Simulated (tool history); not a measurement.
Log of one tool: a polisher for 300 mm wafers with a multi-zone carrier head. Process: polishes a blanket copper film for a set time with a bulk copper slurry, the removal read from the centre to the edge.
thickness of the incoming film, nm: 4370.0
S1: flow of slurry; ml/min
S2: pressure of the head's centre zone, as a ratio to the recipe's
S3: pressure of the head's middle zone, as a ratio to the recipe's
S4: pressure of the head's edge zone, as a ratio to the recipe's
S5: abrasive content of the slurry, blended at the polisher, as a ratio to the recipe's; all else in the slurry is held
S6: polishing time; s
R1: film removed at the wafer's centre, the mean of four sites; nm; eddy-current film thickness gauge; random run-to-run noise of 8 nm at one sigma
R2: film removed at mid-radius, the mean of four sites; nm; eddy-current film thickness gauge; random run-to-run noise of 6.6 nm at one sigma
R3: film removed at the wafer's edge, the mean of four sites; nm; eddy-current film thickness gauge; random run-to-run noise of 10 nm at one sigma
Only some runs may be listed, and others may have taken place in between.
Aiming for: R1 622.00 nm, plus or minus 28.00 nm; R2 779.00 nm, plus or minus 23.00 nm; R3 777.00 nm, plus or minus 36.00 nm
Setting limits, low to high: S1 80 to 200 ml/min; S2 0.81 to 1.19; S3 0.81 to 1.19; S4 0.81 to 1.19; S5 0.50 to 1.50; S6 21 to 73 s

{"run": 1, "hour": 0.0, "S1": 130, "S2": 1.0, "S3": 1.0, "S4": 1.0, "S5": 1.0, "S6": 47, "R1": 468.56, "R2": 489.08, "R3": 480.3}
{"run": 2, "hour": 2.7, "S1": 130, "S2": 1.0, "S3": 1.08, "S4": 1.0, "S5": 1.0, "S6": 47, "R1": 473.31, "R2": 526.4, "R3": 473.91}
{"run": 3, "hour": 4.2, "S1": 130, "S2": 1.0, "S3": 0.99, "S4": 1.0, "S5": 1.0, "S6": 47, "R1": 480.42, "R2": 486.07, "R3": 479.95}
{"run": 4, "hour": 5.3, "S1": 135, "S2": 0.97, "S3": 1.01, "S4": 1.04, "S5": 1.1, "S6": 50, "R1": 518.75, "R2": 546.32, "R3": 527.08}
{"run": 5, "hour": 5.9, "S1": 135, "S2": 0.97, "S3": 1.01, "S4": 1.04, "S5": 1.1, "S6": 58, "R1": 585.34, "R2": 630.01, "R3": 604.96}
{"run": 6, "hour": 14.8, "S1": 135, "S2": 0.97, "S3": 1.01, "S4": 1.11, "S5": 1.1, "S6": 58, "R1": 593.58, "R2": 621.39, "R3": 638.92}
{"run": 7, "hour": 15.6, "S1": 135, "S2": 0.93, "S3": 1.02, "S4": 1.13, "S5": 1.15, "S6": 60, "R1": 572.71, "R2": 660.2, "R3": 674.87}
{"run": 8, "hour": 17.0, "S1": 145, "S2": 0.92, "S3": 1.03, "S4": 1.14, "S5": 1.2, "S6": 60, "R1": 599.07, "R2": 692.15, "R3": 690.66}
{"run": 9, "hour": 23.3, "S1": 150, "S2": 0.9, "S3": 1.03, "S4": 1.15, "S5": 1.25, "S6": 61, "R1": 603.25, "R2": 704.95, "R3": 712.61}
{"run": 10, "hour": 31.3, "S1": 170, "S2": 0.85, "S3": 1.09, "S4": 1.19, "S5": 1.45, "S6": 63, "R1": 639.72, "R2": 809.96, "R3": 781.38}

Exercise: of the 4 proposed moves below, exactly one satisfies all targets within the stated allowed misses. Which move is it?
{"run": "A", "hour": 39.3, "S1": 200, "S2": 0.92, "S3": 1.0, "S4": 1.18, "S5": 1.5, "S6": 63, "R1": "?", "R2": "?", "R3": "?"}
{"run": "B", "hour": 39.3, "S1": 185, "S2": 0.82, "S3": 0.99, "S4": 1.19, "S5": 1.45, "S6": 61, "R1": "?", "R2": "?", "R3": "?"}
{"run": "C", "hour": 39.3, "S1": 135, "S2": 0.87, "S3": 1.07, "S4": 1.19, "S5": 1.5, "S6": 64, "R1": "?", "R2": "?", "R3": "?"}
{"run": "D", "hour": 39.3, "S1": 180, "S2": 0.92, "S3": 1.05, "S4": 1.16, "S5": 1.5, "S6": 63, "R1": "?", "R2": "?", "R3": "?"}

move=A R1=719.83 R2=776.44 R3=798.11
move=B R1=607.86 R2=731.61 R3=763.90
move=C R1=637.80 R2=777.59 R3=772.34
move=D R1=707.01 R2=796.09 R3=781.03
A: the worst result of the last run now meets its target, but another is out of spec
B: takes the biggest miss from the last run beyond its target
C: all results in spec
D: the worst result of the last run now meets its target, but another is out of spec
So the answer is move C, the one that meets all the targets.
